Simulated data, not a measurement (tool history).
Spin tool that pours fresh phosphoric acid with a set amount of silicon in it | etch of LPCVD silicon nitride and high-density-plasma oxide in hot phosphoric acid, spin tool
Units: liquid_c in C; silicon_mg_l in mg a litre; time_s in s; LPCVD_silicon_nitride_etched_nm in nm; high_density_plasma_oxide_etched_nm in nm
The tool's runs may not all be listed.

run  hour  liquid_c  silicon_mg_l  time_s  LPCVD_silicon_nitride_etched_nm  high_density_plasma_oxide_etched_nm
  1     0       161          13.5     180                           16.766                              0.48814
  2   8.7     162.5            11     205                            20.22                              0.86816
  3    17     162.5            11     135                           13.223                              0.52886
  4  21.8     162.5            11      70                           6.9265                              0.22983
  5  22.7       164            11      70                            7.241                              0.29514
  6    27     163.5            12     125                            12.62                              0.48938

Forecast run 7:
  7  29.1     164.5          14.5     145                                ?                                    ?

LPCVD_silicon_nitride_etched_nm: 15.351 nm
high_density_plasma_oxide_etched_nm: 0.53346 nm

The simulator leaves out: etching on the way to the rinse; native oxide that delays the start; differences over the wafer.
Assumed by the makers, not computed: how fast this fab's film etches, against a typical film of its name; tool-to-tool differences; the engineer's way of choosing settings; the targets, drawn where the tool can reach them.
